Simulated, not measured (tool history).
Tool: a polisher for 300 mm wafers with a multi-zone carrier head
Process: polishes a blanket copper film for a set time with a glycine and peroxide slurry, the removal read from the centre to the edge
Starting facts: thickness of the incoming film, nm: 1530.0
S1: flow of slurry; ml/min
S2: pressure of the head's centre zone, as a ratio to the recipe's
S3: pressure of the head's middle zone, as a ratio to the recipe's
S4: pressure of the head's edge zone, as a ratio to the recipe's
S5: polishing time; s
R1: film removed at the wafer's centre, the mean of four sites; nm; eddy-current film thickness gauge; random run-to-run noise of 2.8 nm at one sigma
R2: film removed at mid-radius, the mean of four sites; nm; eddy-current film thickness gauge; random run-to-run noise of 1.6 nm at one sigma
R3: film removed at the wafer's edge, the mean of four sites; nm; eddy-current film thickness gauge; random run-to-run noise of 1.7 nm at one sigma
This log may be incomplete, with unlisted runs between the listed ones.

{"run": 1, "hour": 0.0, "S1": 255, "S2": 1, "S3": 1, "S4": 1, "S5": 42, "R1": 150.64, "R2": 136, "R3": 136.43}
{"run": 2, "hour": 1.4, "S1": 255, "S2": 0.92, "S3": 1, "S4": 1, "S5": 42, "R1": 135.82, "R2": 136.28, "R3": 135.3}
{"run": 3, "hour": 6.9, "S1": 255, "S2": 0.96, "S3": 1, "S4": 1, "S5": 42, "R1": 144.74, "R2": 135.02, "R3": 132.55}
{"run": 4, "hour": 8.4, "S1": 255, "S2": 0.96, "S3": 1, "S4": 1.08, "S5": 42, "R1": 137.25, "R2": 137.16, "R3": 139.89}
{"run": 5, "hour": 16.8, "S1": 255, "S2": 0.96, "S3": 0.94, "S4": 1.08, "S5": 42, "R1": 139, "R2": 128.16, "R3": 140.29}
{"run": 6, "hour": 24.0, "S1": 265, "S2": 1.02, "S3": 0.99, "S4": 1.1, "S5": 45, "R1": 160.57, "R2": 142.72, "R3": 152.14}

The next listed run, before its measurement:
{"run": 7, "hour": 26.8, "S1": 270, "S2": 1.05, "S3": 1.03, "S4": 1.11, "S5": 47, "R1": "?", "R2": "?", "R3": "?"}

{"run 7": {"R1": 174.18, "R2": 155.07, "R3": 161.35}}

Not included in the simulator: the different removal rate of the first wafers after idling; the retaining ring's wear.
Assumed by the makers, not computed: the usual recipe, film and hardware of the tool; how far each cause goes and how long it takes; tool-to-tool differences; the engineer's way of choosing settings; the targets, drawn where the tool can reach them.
